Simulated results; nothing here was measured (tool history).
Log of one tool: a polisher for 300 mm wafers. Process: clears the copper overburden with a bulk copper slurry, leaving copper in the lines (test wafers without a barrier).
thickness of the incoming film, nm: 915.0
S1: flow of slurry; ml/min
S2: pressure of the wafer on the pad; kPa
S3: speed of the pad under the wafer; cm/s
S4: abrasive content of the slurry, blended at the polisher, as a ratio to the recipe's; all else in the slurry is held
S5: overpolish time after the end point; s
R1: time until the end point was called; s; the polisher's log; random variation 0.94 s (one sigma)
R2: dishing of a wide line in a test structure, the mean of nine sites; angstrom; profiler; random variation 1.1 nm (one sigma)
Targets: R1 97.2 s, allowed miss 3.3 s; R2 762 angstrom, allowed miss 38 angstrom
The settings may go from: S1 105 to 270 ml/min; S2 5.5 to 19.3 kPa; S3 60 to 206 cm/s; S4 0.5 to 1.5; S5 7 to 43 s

run 1 day=0 | S1=175 S2=12.4 S3=132 S4=1 S5=22 | R1=156.43 R2=641.85
run 2 day=0.129 | S1=160 S2=12.4 S3=132 S4=1 S5=22 | R1=156.87 R2=621.06
run 3 day=0.458 | S1=160 S2=9.7 S3=132 S4=1 S5=22 | R1=204.01 R2=510.93
run 4 day=0.542 | S1=195 S2=9.7 S3=132 S4=1 S5=22 | R1=194.83 R2=538.58
run 5 day=0.796 | S1=170 S2=9.7 S3=132 S4=1 S5=22 | R1=198.29 R2=524.97
run 6 day=0.871 | S1=170 S2=9.7 S3=132 S4=1.2 S5=22 | R1=190.44 R2=545.54
run 7 day=0.9 | S1=175 S2=10.3 S3=132 S4=1.2 S5=21 | R1=175.04 R2=542.53
run 8 day=1.238 | S1=175 S2=10.3 S3=132 S4=1.2 S5=21 | R1=178.41 R2=553.38
run 9 day=1.588 | S1=180 S2=11 S3=132 S4=1.2 S5=20 | R1=165.55 R2=545.84
run 10 day=1.65 | S1=185 S2=11.7 S3=132 S4=1.2 S5=20 | R1=155.95 R2=576.84
-- day=1.833 worn pad replaced by a new one
run 11 day=1.833 | S1=185 S2=12.4 S3=132 S4=1.2 S5=20 | R1=134.99 R2=655.67
run 12 day=1.862 | S1=190 S2=12.4 S3=132 S4=1.2 S5=20 | R1=135.02 R2=627.11
run 13 day=2.133 | S1=195 S2=12.4 S3=132 S4=1.2 S5=20 | R1=134.64 R2=633.91
run 14 day=2.325 | S1=195 S2=12.4 S3=132 S4=1.2 S5=20 | R1=134 R2=654.56
run 15 day=2.646 | S1=200 S2=12.4 S3=132 S4=1.2 S5=20 | R1=133.75 R2=646.82
run 16 day=2.838 | S1=205 S2=12.4 S3=132 S4=1.2 S5=20 | R1=133.25 R2=644.62

5 next moves are on the table. One of them brings every result within its allowed miss. Which?
run A day=3.029 | S1=220 S2=11 S3=128 S4=1.2 S5=20 | R1=? R2=?
run B day=3.029 | S1=220 S2=13.8 S3=152 S4=1.2 S5=18 | R1=? R2=?
run C day=3.029 | S1=230 S2=13.8 S3=166 S4=1.3 S5=20 | R1=? R2=?
run D day=3.029 | S1=230 S2=14.5 S3=180 S4=1.25 S5=18 | R1=? R2=?
run E day=3.029 | S1=190 S2=14.5 S3=162 S4=0.95 S5=21 | R1=? R2=?

move=A R1=151.73 R2=607.45
move=B R1=107.94 R2=719.2
move=C R1=98.908 R2=782.81
move=D R1=89.366 R2=791.64
move=E R1=104.81 R2=789.93
A: further off than the last run
B: nearer than the last run, and not there yet
C: meets every target
D: takes the result that was furthest off past its target
E: nearer than the last run, and not there yet
Move C is the one to make.

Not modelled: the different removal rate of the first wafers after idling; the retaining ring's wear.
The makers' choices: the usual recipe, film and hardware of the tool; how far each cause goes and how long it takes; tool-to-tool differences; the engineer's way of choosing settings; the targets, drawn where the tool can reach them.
